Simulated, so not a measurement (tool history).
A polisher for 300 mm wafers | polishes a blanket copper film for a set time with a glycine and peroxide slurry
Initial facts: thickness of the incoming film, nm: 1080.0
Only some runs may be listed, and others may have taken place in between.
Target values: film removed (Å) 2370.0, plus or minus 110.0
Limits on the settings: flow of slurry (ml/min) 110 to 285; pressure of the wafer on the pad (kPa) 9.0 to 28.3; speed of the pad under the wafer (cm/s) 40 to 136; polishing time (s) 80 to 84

run,hour,flow of slurry (ml/min),pressure of the wafer on the pad (kPa),speed of the pad under the wafer (cm/s),polishing time (s),film removed (Å)
1,0.0,180,18.6,88,80,3305.2
2,2.1,180,18.6,98,80,3619.8
3,5.0,180,17.9,98,80,3496.2
4,12.0,180,17.2,98,80,3394.1
5,16.6,180,20.0,98,80,3696.7
6,19.6,180,18.6,96,80,3541.1
7,25.0,180,17.9,96,80,3434.3
8,26.0,180,17.2,96,80,3387.0
9,33.4,175,12.4,90,80,2496.3

Next run, 5 choices. One meets every target within its allowed miss, the rest don't. Which?
A,40.8,185,10.3,82,82,?
B,40.8,160,13.8,92,80,?
C,40.8,200,13.1,90,82,?
D,40.8,195,12.4,82,80,?
E,40.8,190,12.4,94,84,?

move,film removed (Å)
A,2219.5
B,2763.1
C,2769.7
D,2430.6
E,2813.6
A: takes the result that was furthest off past its target
B: the biggest miss grows against the last run
C: the biggest miss grows against the last run
D: meets every target
E: the biggest miss grows against the last run
D is the move that brings every result within its allowed miss.
